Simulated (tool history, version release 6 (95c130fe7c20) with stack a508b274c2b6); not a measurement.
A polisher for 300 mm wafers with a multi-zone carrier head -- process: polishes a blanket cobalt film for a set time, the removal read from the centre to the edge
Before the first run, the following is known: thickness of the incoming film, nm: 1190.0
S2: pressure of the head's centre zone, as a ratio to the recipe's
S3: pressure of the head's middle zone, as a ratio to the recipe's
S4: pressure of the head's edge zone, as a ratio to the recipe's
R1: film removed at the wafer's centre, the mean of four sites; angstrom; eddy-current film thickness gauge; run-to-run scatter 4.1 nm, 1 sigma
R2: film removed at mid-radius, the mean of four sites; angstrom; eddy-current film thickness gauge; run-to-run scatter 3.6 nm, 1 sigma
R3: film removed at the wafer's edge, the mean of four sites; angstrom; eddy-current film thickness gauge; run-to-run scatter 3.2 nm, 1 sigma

Run 1, hour 0: flow of slurry (ml/min) 180, S2 1, S3 1, S4 1, polishing time (s) 40. Result: R1 2504.6 angstrom, R2 2516.3 angstrom, R3 2521.1 angstrom.
Run 2, hour 4.4: flow of slurry (ml/min) 180, S2 1, S3 1, S4 0.96, polishing time (s) 40. Result: R1 2480.2 angstrom, R2 2530.2 angstrom, R3 2425.9 angstrom.
Run 3, hour 13: flow of slurry (ml/min) 180, S2 1, S3 1, S4 1.01, polishing time (s) 40. Result: R1 2557.9 angstrom, R2 2477.4 angstrom, R3 2531.2 angstrom.
Run 4, hour 19.2: flow of slurry (ml/min) 180, S2 1, S3 1.06, S4 1.01, polishing time (s) 40. Result: R1 2519.8 angstrom, R2 2595.3 angstrom, R3 2492.6 angstrom.
Run 5, hour 26.6: flow of slurry (ml/min) 195, S2 1.04, S3 1.08, S4 1.04, polishing time (s) 43. Result: R1 2844.2 angstrom, R2 2920 angstrom, R3 2779.6 angstrom.
Run 6, hour 33: flow of slurry (ml/min) 195, S2 1.04, S3 1.11, S4 1.04, polishing time (s) 43. Result: R1 2869 angstrom, R2 2964.9 angstrom, R3 2774 angstrom.
Run 7, hour 40.2: flow of slurry (ml/min) 210, S2 1.08, S3 1.07, S4 1.03, polishing time (s) 45. Result: R1 3175.4 angstrom, R2 2965.3 angstrom, R3 2887.5 angstrom.
Run 8, hour 47.3: flow of slurry (ml/min) 220, S2 1.11, S3 1.09, S4 1.06, polishing time (s) 47. Result: R1 3388.3 angstrom, R2 3236.1 angstrom, R3 3078.5 angstrom.
Run 9, hour 55.1: flow of slurry (ml/min) 230, S2 1.13, S3 1.07, S4 1.06, polishing time (s) 49. Result: R1 3599.4 angstrom, R2 3319.8 angstrom, R3 3276.2 angstrom.

Expected results for the next run?
Run 10, hour 59.6: flow of slurry (ml/min) 235, S2 1.15, S3 1.06, S4 1.04, polishing time (s) 50. Result: R1 ?, R2 ?, R3 ?.

Run 10 produced R1 3783.4 angstrom, R2 3431.3 angstrom, R3 3226.2 angstrom.

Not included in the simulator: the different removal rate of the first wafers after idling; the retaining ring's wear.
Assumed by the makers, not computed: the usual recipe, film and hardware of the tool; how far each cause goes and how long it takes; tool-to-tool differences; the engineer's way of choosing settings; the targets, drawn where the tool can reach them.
